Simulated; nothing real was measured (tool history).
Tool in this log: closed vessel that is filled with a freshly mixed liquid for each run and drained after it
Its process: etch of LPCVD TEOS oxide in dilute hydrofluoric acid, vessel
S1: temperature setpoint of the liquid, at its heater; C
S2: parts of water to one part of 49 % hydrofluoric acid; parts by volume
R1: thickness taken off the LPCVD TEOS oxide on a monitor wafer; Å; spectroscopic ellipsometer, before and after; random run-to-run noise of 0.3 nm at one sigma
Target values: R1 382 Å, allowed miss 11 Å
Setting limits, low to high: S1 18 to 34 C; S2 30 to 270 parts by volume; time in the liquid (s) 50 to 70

run 1 day=0 | S1=26 S2=150 time_in_the_liquid_(s)=70 | R1=150.23
run 2 day=0.254 | S1=24.5 S2=150 time_in_the_liquid_(s)=70 | R1=143.17
run 3 day=0.625 | S1=27.5 S2=120 time_in_the_liquid_(s)=70 | R1=211.64
run 4 day=0.992 | S1=29.5 S2=105 time_in_the_liquid_(s)=70 | R1=260.71
run 5 day=1.258 | S1=32 S2=105 time_in_the_liquid_(s)=70 | R1=287.62
run 6 day=1.425 | S1=33 S2=105 time_in_the_liquid_(s)=70 | R1=299.3
run 7 day=1.567 | S1=33.5 S2=95 time_in_the_liquid_(s)=70 | R1=339.13
run 8 day=1.921 | S1=33.5 S2=90 time_in_the_liquid_(s)=70 | R1=360.26
run 9 day=2.125 | S1=34 S2=90 time_in_the_liquid_(s)=70 | R1=370.79
run 10 day=2.175 | S1=34 S2=85 time_in_the_liquid_(s)=70 | R1=393.99

Below are 4 possible settings for the next run. Only one of them brings all results inside the allowed miss of their targets. Which is it?
run A day=2.225 | S1=33.5 S2=90 time_in_the_liquid_(s)=70 | R1=?
run B day=2.225 | S1=32.5 S2=90 time_in_the_liquid_(s)=70 | R1=?
run C day=2.225 | S1=34 S2=65 time_in_the_liquid_(s)=50 | R1=?
run D day=2.225 | S1=30 S2=80 time_in_the_liquid_(s)=70 | R1=?

move=A R1=363.58
move=B R1=350.5
move=C R1=381.95
move=D R1=364.76
A: takes the biggest miss from the last run beyond its target
B: takes the biggest miss from the last run beyond its target
C: every result within its allowed miss
D: takes the biggest miss from the last run beyond its target
Go with C: it meets all targets.
